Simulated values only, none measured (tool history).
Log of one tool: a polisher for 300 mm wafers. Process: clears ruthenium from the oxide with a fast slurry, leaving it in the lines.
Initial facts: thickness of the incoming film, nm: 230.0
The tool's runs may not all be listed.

run,hour,flow of slurry (ml/min),pressure of the wafer on the pad (psi),speed of the pad under the wafer (cm/s),abrasive content of the slurry,overpolish time after the end point (s),time until the end point was called (s),dishing of a wide line in a test structure (Å)
1,0.0,180,3.0,96,1.0,12,43.969,516.17
2,6.8,210,3.0,96,1.0,12,42.364,514.05
3,11.0,210,3.3,96,1.0,12,39.046,547.53
4,11.6,210,3.3,96,1.0,9,38.532,434.31
5,13.2,210,3.3,82,1.0,9,45.036,379.89
6,16.1,205,3.5,84,1.0,10,41.697,451.24
7,18.4,205,3.7,84,1.0,11,39.603,510.50
8,22.8,205,3.8,84,1.0,12,38.445,567.70
9,31.8,205,3.9,84,1.0,13,38.306,620.93
10,33.6,205,4.0,84,1.0,13,36.757,616.23

Predict the results of run 11:
11,35.8,205,4.1,84,1.0,14,?,?

Run 11 produced time until the end point was called (s) 35.980, dishing of a wide line in a test structure (Å) 684.50.
